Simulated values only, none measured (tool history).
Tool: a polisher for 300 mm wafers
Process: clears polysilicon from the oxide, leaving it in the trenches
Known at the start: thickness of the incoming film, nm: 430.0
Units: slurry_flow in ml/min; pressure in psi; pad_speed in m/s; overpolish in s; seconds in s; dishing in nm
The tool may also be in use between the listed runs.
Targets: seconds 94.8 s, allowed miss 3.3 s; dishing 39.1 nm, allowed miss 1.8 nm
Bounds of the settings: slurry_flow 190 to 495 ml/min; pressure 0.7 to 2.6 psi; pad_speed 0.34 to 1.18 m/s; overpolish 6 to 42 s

| run | hour | slurry_flow | pressure | pad_speed | overpolish | seconds | dishing |
|---|---|---|---|---|---|---|---|
| 1 | 0 | 320 | 1.6 | 0.76 | 21 | 59.93 | 41.764 |
| 2 | 8.3 | 320 | 1.4 | 0.76 | 21 | 67.88 | 40.25 |
| 3 | 17.2 | 400 | 1.4 | 0.76 | 21 | 65.847 | 40.644 |
| 4 | 17.9 | 395 | 1.2 | 0.76 | 22 | 74.723 | 41.026 |
| 5 | 23.8 | 390 | 1.1 | 0.76 | 21 | 79.386 | 40.498 |
| 6 | 31.5 | 390 | 1 | 0.76 | 20 | 85.48 | 38.667 |
| 7 | 36.8 | 385 | 1 | 0.76 | 21 | 86.247 | 38.808 |
| 8 | 37.7 | 380 | 1 | 0.76 | 22 | 86.272 | 39.362 |
| 9 | 44 | 370 | 1 | 0.76 | 23 | 87.064 | 39.168 |
| 10 | 45.3 | 365 | 1 | 0.76 | 24 | 86.374 | 40.053 |
| 11 | 49.3 | 360 | 1 | 0.76 | 24 | 85.515 | 40.333 |

4 next moves are on the table. One of them brings every result within its allowed miss. Which?
| A | 53.3 | 260 | 1 | 0.7 | 36 | ? | ? |
| B | 53.3 | 340 | 1.1 | 0.64 | 25 | ? | ? |
| C | 53.3 | 380 | 1 | 0.74 | 22 | ? | ? |
| D | 53.3 | 315 | 1.2 | 0.76 | 30 | ? | ? |

| move | seconds | dishing |
|---|---|---|
| A | 97.982 | 42.109 |
| B | 97.612 | 39.877 |
| C | 90.22 | 39.443 |
| D | 77.914 | 42.286 |
A: brings the result that was furthest off to its target, and leaves another outside
B: meets every target
C: nearer than the last run, and not there yet
D: further off than the last run
Answer: B
